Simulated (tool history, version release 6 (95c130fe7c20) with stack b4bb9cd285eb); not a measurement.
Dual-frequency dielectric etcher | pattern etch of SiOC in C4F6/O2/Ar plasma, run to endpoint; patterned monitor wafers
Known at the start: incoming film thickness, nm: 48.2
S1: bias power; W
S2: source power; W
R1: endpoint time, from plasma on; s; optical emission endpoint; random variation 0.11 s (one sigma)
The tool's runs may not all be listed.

run 1 hour=0 | S1=465 S2=440 | R1=16.16
run 2 hour=8.2 | S1=486 S2=450 | R1=15.711
run 3 hour=13.3 | S1=486 S2=390 | R1=16.508
run 4 hour=18 | S1=432 S2=390 | R1=17.23
run 5 hour=23.9 | S1=459 S2=410 | R1=16.485
run 6 hour=31.8 | S1=459 S2=370 | R1=17.305
run 7 hour=36.3 | S1=482 S2=390 | R1=16.674
run 8 hour=38.3 | S1=502 S2=410 | R1=16.398

The next listed run, before its measurement:
run 9 hour=46.1 | S1=512 S2=430 | R1=?

{"run 9": {"R1": 15.837}}
